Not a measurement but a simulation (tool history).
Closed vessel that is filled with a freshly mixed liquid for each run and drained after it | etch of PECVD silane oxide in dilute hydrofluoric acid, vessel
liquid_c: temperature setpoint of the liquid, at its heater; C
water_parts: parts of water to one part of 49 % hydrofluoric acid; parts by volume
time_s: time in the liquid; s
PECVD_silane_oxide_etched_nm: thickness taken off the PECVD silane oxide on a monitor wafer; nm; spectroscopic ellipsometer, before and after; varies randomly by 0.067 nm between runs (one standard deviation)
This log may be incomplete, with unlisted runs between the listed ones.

| run | hour | liquid_c | water_parts | time_s | PECVD_silane_oxide_etched_nm |
|---|---|---|---|---|---|
| 1 | 0.0 | 26.0 | 235 | 90 | 8.7849 |
| 2 | 7.4 | 26.0 | 235 | 90 | 8.8418 |
| 3 | 9.1 | 25.0 | 235 | 90 | 8.6197 |
| 4 | 16.2 | 25.0 | 235 | 100 | 9.3703 |
| 5 | 23.3 | 28.5 | 235 | 100 | 10.6470 |
| 6 | 28.1 | 27.0 | 235 | 100 | 10.1630 |
| 7 | 34.1 | 26.0 | 240 | 100 | 9.5795 |
| 8 | 36.1 | 25.0 | 245 | 100 | 8.9650 |
| 9 | 41.3 | 24.0 | 245 | 100 | 8.8182 |
| 10 | 49.4 | 23.5 | 245 | 100 | 8.6163 |
| 11 | 57.4 | 23.5 | 245 | 100 | 8.6108 |
| 12 | 63.9 | 23.0 | 245 | 100 | 8.2953 |
| 13 | 69.5 | 22.5 | 245 | 100 | 8.2082 |
| 14 | 76.4 | 22.0 | 245 | 100 | 8.0542 |

Run 15 has not been measured yet. What should we expect?
| 15 | 80.2 | 21.5 | 245 | 100 | ? |

{"run 15": {"PECVD_silane_oxide_etched_nm": 7.9967}}
